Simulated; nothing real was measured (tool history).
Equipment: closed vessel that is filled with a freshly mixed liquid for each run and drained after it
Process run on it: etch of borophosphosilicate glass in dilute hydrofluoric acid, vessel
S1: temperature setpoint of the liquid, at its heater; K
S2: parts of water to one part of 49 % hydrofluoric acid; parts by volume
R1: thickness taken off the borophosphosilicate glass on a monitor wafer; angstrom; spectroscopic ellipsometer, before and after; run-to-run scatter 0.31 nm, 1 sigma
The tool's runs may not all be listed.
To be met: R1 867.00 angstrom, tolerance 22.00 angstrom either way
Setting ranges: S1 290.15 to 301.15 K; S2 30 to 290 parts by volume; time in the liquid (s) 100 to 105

{"run": 1, "day": 0.0, "S1": 293.15, "S2": 160, "time in the liquid (s)": 100, "R1": 222.8}
{"run": 2, "day": 0.242, "S1": 295.15, "S2": 125, "time in the liquid (s)": 100, "R1": 319.3}
{"run": 3, "day": 0.471, "S1": 296.65, "S2": 125, "time in the liquid (s)": 100, "R1": 339.02}
{"run": 4, "day": 0.712, "S1": 293.65, "S2": 125, "time in the liquid (s)": 100, "R1": 302.67}
{"run": 5, "day": 0.867, "S1": 293.65, "S2": 100, "time in the liquid (s)": 100, "R1": 387.55}
{"run": 6, "day": 1.079, "S1": 295.15, "S2": 85, "time in the liquid (s)": 100, "R1": 490.51}
{"run": 7, "day": 1.462, "S1": 296.65, "S2": 75, "time in the liquid (s)": 100, "R1": 602.96}
{"run": 8, "day": 1.654, "S1": 297.65, "S2": 70, "time in the liquid (s)": 100, "R1": 678.54}
{"run": 9, "day": 1.954, "S1": 298.65, "S2": 70, "time in the liquid (s)": 100, "R1": 700.94}
{"run": 10, "day": 2.012, "S1": 298.65, "S2": 70, "time in the liquid (s)": 100, "R1": 703.71}
{"run": 11, "day": 2.383, "S1": 299.15, "S2": 70, "time in the liquid (s)": 100, "R1": 721.99}
{"run": 12, "day": 2.692, "S1": 299.65, "S2": 70, "time in the liquid (s)": 100, "R1": 731.27}
{"run": 13, "day": 2.946, "S1": 301.15, "S2": 50, "time in the liquid (s)": 100, "R1": 1117.6}
{"run": 14, "day": 3.062, "S1": 300.15, "S2": 50, "time in the liquid (s)": 100, "R1": 1079.3}
{"run": 15, "day": 3.408, "S1": 299.15, "S2": 50, "time in the liquid (s)": 100, "R1": 1034.7}
{"run": 16, "day": 3.658, "S1": 298.15, "S2": 50, "time in the liquid (s)": 100, "R1": 994.3}
{"run": 17, "day": 3.725, "S1": 297.15, "S2": 50, "time in the liquid (s)": 100, "R1": 955.14}
{"run": 18, "day": 3.812, "S1": 296.15, "S2": 50, "time in the liquid (s)": 100, "R1": 916.27}
{"run": 19, "day": 3.95, "S1": 295.65, "S2": 50, "time in the liquid (s)": 100, "R1": 894.96}

Pick the move, out of 4, that brings all results within their allowed miss; only one does.
{"run": "A", "day": 4.088, "S1": 295.15, "S2": 50, "time in the liquid (s)": 105, "R1": "?"}
{"run": "B", "day": 4.088, "S1": 292.15, "S2": 45, "time in the liquid (s)": 100, "R1": "?"}
{"run": "C", "day": 4.088, "S1": 296.15, "S2": 55, "time in the liquid (s)": 100, "R1": "?"}
{"run": "D", "day": 4.088, "S1": 295.15, "S2": 55, "time in the liquid (s)": 105, "R1": "?"}

move=A R1=921.82
move=B R1=864.26
move=C R1=826.71
move=D R1=832.77
A: lands further from the targets than the last run did
B: all results land within tolerance of their targets
C: the result that was furthest off in the last run now lies on the other side of its target
D: the result that was furthest off in the last run now lies on the other side of its target
Go with B: it meets all targets.

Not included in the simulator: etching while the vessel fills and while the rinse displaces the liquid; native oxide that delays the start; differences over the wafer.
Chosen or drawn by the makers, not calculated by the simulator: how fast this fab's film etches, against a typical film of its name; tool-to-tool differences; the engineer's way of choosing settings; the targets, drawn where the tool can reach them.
